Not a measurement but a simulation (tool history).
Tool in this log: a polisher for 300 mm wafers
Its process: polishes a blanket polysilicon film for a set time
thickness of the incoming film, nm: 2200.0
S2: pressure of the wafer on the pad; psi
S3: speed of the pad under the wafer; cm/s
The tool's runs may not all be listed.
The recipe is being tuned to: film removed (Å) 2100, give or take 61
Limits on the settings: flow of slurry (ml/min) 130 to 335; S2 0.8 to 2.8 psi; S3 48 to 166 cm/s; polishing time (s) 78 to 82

{"run": 1, "hour": 0.0, "flow of slurry (ml/min)": 215, "S2": 1.8, "S3": 106, "polishing time (s)": 78, "film removed (Å)": 4644.2}
{"run": 2, "hour": 0.6, "flow of slurry (ml/min)": 170, "S2": 1.8, "S3": 106, "polishing time (s)": 78, "film removed (Å)": 4542.5}
{"run": 3, "hour": 6.5, "flow of slurry (ml/min)": 170, "S2": 1.5, "S3": 100, "polishing time (s)": 78, "film removed (Å)": 3599}
{"run": 4, "hour": 14.0, "flow of slurry (ml/min)": 170, "S2": 1.5, "S3": 112, "polishing time (s)": 78, "film removed (Å)": 3975.6}
{"run": 5, "hour": 16.2, "flow of slurry (ml/min)": 170, "S2": 1.1, "S3": 112, "polishing time (s)": 78, "film removed (Å)": 2946.5}
{"run": 6, "hour": 20.4, "flow of slurry (ml/min)": 170, "S2": 1.1, "S3": 90, "polishing time (s)": 78, "film removed (Å)": 2417.9}
{"run": 7, "hour": 26.6, "flow of slurry (ml/min)": 170, "S2": 1, "S3": 90, "polishing time (s)": 78, "film removed (Å)": 2209.1}
{"run": 8, "hour": 27.1, "flow of slurry (ml/min)": 170, "S2": 0.9, "S3": 90, "polishing time (s)": 78, "film removed (Å)": 1960}
{"run": 9, "hour": 31.7, "flow of slurry (ml/min)": 170, "S2": 1, "S3": 90, "polishing time (s)": 78, "film removed (Å)": 2204.3}
{"run": 10, "hour": 32.6, "flow of slurry (ml/min)": 165, "S2": 0.9, "S3": 90, "polishing time (s)": 78, "film removed (Å)": 1966.5}
{"run": 11, "hour": 38.5, "flow of slurry (ml/min)": 175, "S2": 0.9, "S3": 90, "polishing time (s)": 78, "film removed (Å)": 2017.6}
{"run": 12, "hour": 39.9, "flow of slurry (ml/min)": 175, "S2": 1, "S3": 90, "polishing time (s)": 78, "film removed (Å)": 2175.3}
{"run": 13, "hour": 42.4, "flow of slurry (ml/min)": 170, "S2": 0.9, "S3": 90, "polishing time (s)": 78, "film removed (Å)": 1988.9}
{"run": 14, "hour": 49.0, "flow of slurry (ml/min)": 170, "S2": 1, "S3": 90, "polishing time (s)": 78, "film removed (Å)": 2186.1}
{"run": 15, "hour": 54.5, "flow of slurry (ml/min)": 170, "S2": 0.9, "S3": 90, "polishing time (s)": 78, "film removed (Å)": 2000.5}
{"run": 16, "hour": 63.2, "flow of slurry (ml/min)": 170, "S2": 1, "S3": 90, "polishing time (s)": 78, "film removed (Å)": 2178.6}
{"run": 17, "hour": 67.5, "flow of slurry (ml/min)": 165, "S2": 0.9, "S3": 90, "polishing time (s)": 78, "film removed (Å)": 1963}
{"run": 18, "hour": 74.1, "flow of slurry (ml/min)": 205, "S2": 1, "S3": 90, "polishing time (s)": 78, "film removed (Å)": 2231.2}
{"run": 19, "hour": 79.6, "flow of slurry (ml/min)": 200, "S2": 1, "S3": 90, "polishing time (s)": 78, "film removed (Å)": 2246.1}
{"run": 20, "hour": 85.3, "flow of slurry (ml/min)": 190, "S2": 1, "S3": 90, "polishing time (s)": 78, "film removed (Å)": 2216.9}
{"run": 21, "hour": 91.6, "flow of slurry (ml/min)": 180, "S2": 1, "S3": 90, "polishing time (s)": 78, "film removed (Å)": 2235.2}

5 next moves are on the table. One of them brings every result within its allowed miss. Which?
{"run": "A", "hour": 97.9, "flow of slurry (ml/min)": 255, "S2": 1.2, "S3": 76, "polishing time (s)": 82, "film removed (Å)": "?"}
{"run": "B", "hour": 97.9, "flow of slurry (ml/min)": 185, "S2": 1, "S3": 92, "polishing time (s)": 80, "film removed (Å)": "?"}
{"run": "C", "hour": 97.9, "flow of slurry (ml/min)": 175, "S2": 0.9, "S3": 108, "polishing time (s)": 81, "film removed (Å)": "?"}
{"run": "D", "hour": 97.9, "flow of slurry (ml/min)": 150, "S2": 1, "S3": 88, "polishing time (s)": 79, "film removed (Å)": "?"}
{"run": "E", "hour": 97.9, "flow of slurry (ml/min)": 170, "S2": 1.1, "S3": 90, "polishing time (s)": 78, "film removed (Å)": "?"}

move=A film_removed_(Å)=2446.7
move=B film_removed_(Å)=2309.8
move=C film_removed_(Å)=2449.6
move=D film_removed_(Å)=2103.6
move=E film_removed_(Å)=2379.6
A: further off than the last run
B: further off than the last run
C: further off than the last run
D: every result lands within tolerance
E: further off than the last run
Correct choice: D, which meets every target
